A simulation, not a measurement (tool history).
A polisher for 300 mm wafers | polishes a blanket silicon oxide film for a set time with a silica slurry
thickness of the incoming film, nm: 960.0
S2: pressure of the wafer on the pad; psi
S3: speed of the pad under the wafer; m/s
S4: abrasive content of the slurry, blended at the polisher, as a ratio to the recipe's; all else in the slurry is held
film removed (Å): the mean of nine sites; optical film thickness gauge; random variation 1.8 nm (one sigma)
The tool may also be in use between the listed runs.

run 1 hour=0 | flow_of_slurry_(ml/min)=185 S2=4.2 S3=1.2 S4=1 polishing_time_(s)=26 | film_removed_(Å)=833.83
run 2 hour=5.7 | flow_of_slurry_(ml/min)=220 S2=4.2 S3=1.2 S4=1 polishing_time_(s)=26 | film_removed_(Å)=832.26
run 3 hour=12.3 | flow_of_slurry_(ml/min)=220 S2=4.2 S3=1.2 S4=1 polishing_time_(s)=26 | film_removed_(Å)=844.38
run 4 hour=14.3 | flow_of_slurry_(ml/min)=220 S2=4.2 S3=1.2 S4=1 polishing_time_(s)=26 | film_removed_(Å)=829.49
run 5 hour=15.5 | flow_of_slurry_(ml/min)=220 S2=4.7 S3=1.22 S4=1 polishing_time_(s)=26 | film_removed_(Å)=958.86
run 6 hour=16.1 | flow_of_slurry_(ml/min)=220 S2=3.9 S3=1.22 S4=1 polishing_time_(s)=26 | film_removed_(Å)=774.78
run 7 hour=22.2 | flow_of_slurry_(ml/min)=220 S2=4.4 S3=1.24 S4=1 polishing_time_(s)=26 | film_removed_(Å)=915.24

The next listed run, before its measurement:
run 8 hour=29.5 | flow_of_slurry_(ml/min)=220 S2=4.8 S3=1.24 S4=1 polishing_time_(s)=26 | film_removed_(Å)=?

film removed (Å): 964.11
